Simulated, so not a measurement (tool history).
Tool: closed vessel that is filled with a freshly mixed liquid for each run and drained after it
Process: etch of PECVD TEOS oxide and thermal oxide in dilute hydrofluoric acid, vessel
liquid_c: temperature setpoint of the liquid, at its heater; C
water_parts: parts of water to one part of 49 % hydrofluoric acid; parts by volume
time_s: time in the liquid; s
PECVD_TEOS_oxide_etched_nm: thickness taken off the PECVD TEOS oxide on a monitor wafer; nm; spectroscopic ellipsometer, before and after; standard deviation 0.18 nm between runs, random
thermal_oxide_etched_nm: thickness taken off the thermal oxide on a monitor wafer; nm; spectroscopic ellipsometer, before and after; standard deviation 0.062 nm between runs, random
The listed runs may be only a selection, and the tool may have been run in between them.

run    day  liquid_c  water_parts  time_s  PECVD_TEOS_oxide_etched_nm  thermal_oxide_etched_nm
  1  0.000      24.0           75      60                      9.9059                   3.6558
  2  0.238      22.5           75      60                      9.3781                   3.4166
  3  0.550      22.5           75      40                      6.1316                   2.2915
  4  0.692      19.0           75      40                      5.3220                   1.9640
  5  0.875      17.0           75      40                      4.9573                   1.8233
  6  1.183      17.0           75      40                      4.9805                   1.7724
  7  1.467      20.0           60      40                      7.0525                   2.6233
  8  1.600      22.5           50      40                      9.8070                   3.5472
  9  1.675      25.5           45      40                     12.2660                   4.4849
 10  1.992      27.5           40      40                     15.0690                   5.4770
 11  2.258      29.0           40      40                     15.9980                   5.8063
 12  2.321      30.0           40      40                     16.6110                   6.0305

Estimate the outcome of run 13 from the log above:
 13  2.546      32.0           30      40                           ?                        ?

{"run 13": {"PECVD_TEOS_oxide_etched_nm": 24.369, "thermal_oxide_etched_nm": 8.8321}}
